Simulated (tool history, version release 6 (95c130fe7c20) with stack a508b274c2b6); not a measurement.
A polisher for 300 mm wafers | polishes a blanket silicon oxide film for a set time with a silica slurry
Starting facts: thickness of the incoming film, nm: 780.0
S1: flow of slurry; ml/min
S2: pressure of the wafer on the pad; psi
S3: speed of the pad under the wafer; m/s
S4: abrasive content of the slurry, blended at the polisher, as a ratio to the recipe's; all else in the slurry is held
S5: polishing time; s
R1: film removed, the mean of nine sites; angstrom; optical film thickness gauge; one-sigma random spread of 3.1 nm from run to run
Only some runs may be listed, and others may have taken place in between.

run 1 hour=0.0 | S1=305 S2=4.9 S3=0.92 S4=1.0 S5=49 | R1=1455.6
run 2 hour=1.6 | S1=305 S2=4.9 S3=0.80 S4=1.0 S5=49 | R1=1312.6
run 3 hour=9.6 | S1=305 S2=5.5 S3=0.80 S4=1.0 S5=49 | R1=1403.0
run 4 hour=15.1 | S1=305 S2=5.5 S3=0.80 S4=1.0 S5=49 | R1=1411.8
run 5 hour=18.0 | S1=250 S2=5.5 S3=0.80 S4=1.0 S5=49 | R1=1404.5
run 6 hour=21.8 | S1=200 S2=5.5 S3=0.80 S4=1.0 S5=49 | R1=1373.9
run 7 hour=23.7 | S1=200 S2=6.1 S3=0.84 S4=1.0 S5=49 | R1=1549.2
run 8 hour=31.3 | S1=200 S2=6.1 S3=0.84 S4=1.0 S5=49 | R1=1521.3

The next listed run, before its measurement:
run 9 hour=33.9 | S1=200 S2=6.5 S3=0.90 S4=1.0 S5=49 | R1=?

For run 9 the tool returned R1 1727.1 angstrom.

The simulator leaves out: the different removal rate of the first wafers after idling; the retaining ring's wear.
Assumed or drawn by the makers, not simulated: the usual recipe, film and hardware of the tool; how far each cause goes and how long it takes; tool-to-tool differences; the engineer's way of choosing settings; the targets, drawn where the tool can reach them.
